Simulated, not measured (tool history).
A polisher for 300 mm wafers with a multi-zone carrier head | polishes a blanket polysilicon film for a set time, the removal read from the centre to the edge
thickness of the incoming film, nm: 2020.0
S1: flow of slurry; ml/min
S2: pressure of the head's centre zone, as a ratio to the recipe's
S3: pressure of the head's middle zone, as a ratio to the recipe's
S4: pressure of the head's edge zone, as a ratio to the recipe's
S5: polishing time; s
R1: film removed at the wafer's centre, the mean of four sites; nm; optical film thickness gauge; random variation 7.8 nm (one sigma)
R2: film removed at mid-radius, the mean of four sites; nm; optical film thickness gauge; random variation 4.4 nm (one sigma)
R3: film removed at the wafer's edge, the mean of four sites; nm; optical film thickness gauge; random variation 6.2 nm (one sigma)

run	day	S1	S2	S3	S4	S5	R1	R2	R3
1	0	160	1	1	1	71	493.97	539.57	538.68
2	0.188	160	1	1	1	60	410.08	460.41	467.61
3	0.554	160	1	1	1	76	515.47	583.1	583.05
4	0.583	160	1	1.07	1	76	528.29	612.2	585.12
5	0.921	165	1	1.08	1	76	527.5	627.79	586.14
6	1	150	1	1.08	1	76	510.08	608.34	583.27
7	1.242	160	1	1.09	1.01	76	522.35	621.76	580.72

Run 8 comes next. What will it give?
8	1.417	165	1	1.09	1.01	76	?	?	?

{"run 8": {"R1": 528.5, "R2": 623.85, "R3": 587.85}}

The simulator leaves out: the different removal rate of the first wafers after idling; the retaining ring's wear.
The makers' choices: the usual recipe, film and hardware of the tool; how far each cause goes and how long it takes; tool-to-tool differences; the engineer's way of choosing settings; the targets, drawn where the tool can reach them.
